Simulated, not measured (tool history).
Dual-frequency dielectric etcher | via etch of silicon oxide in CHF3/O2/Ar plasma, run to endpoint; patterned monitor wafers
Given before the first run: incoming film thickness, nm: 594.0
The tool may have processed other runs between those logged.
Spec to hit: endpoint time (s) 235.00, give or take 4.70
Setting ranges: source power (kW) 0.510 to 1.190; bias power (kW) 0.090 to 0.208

{"run": 1, "hour": 0.0, "source power (kW)": 0.85, "bias power (kW)": 0.149, "endpoint time (s)": 268.91}
{"run": 2, "hour": 4.4, "source power (kW)": 0.71, "bias power (kW)": 0.149, "endpoint time (s)": 304.23}
{"run": 3, "hour": 6.0, "source power (kW)": 0.84, "bias power (kW)": 0.149, "endpoint time (s)": 275.33}
{"run": 4, "hour": 12.5, "source power (kW)": 0.88, "bias power (kW)": 0.15, "endpoint time (s)": 264.37}
{"run": 5, "hour": 14.0, "source power (kW)": 0.91, "bias power (kW)": 0.151, "endpoint time (s)": 257.03}
{"run": 6, "hour": 21.9, "source power (kW)": 0.93, "bias power (kW)": 0.151, "endpoint time (s)": 255.45}
{"run": 7, "hour": 24.7, "source power (kW)": 0.95, "bias power (kW)": 0.152, "endpoint time (s)": 253.36}
{"run": 8, "hour": 26.7, "source power (kW)": 0.97, "bias power (kW)": 0.153, "endpoint time (s)": 252.14}
{"run": 9, "hour": 29.4, "source power (kW)": 0.99, "bias power (kW)": 0.154, "endpoint time (s)": 245.77}
{"run": 10, "hour": 35.6, "source power (kW)": 1.0, "bias power (kW)": 0.154, "endpoint time (s)": 244.5}

Pick the move, out of 5, that brings all results within their allowed miss; only one does.
{"run": "A", "hour": 41.8, "source power (kW)": 1.0, "bias power (kW)": 0.141, "endpoint time (s)": "?"}
{"run": "B", "hour": 41.8, "source power (kW)": 1.04, "bias power (kW)": 0.169, "endpoint time (s)": "?"}
{"run": "C", "hour": 41.8, "source power (kW)": 0.91, "bias power (kW)": 0.157, "endpoint time (s)": "?"}
{"run": "D", "hour": 41.8, "source power (kW)": 0.86, "bias power (kW)": 0.171, "endpoint time (s)": "?"}
{"run": "E", "hour": 41.8, "source power (kW)": 0.95, "bias power (kW)": 0.135, "endpoint time (s)": "?"}

move=A endpoint_time_(s)=252.79
move=B endpoint_time_(s)=235.10
move=C endpoint_time_(s)=257.91
move=D endpoint_time_(s)=259.40
move=E endpoint_time_(s)=263.02
A: the biggest miss grows against the last run
B: in spec on every target
C: the biggest miss grows against the last run
D: the biggest miss grows against the last run
E: the biggest miss grows against the last run
The right move is B.
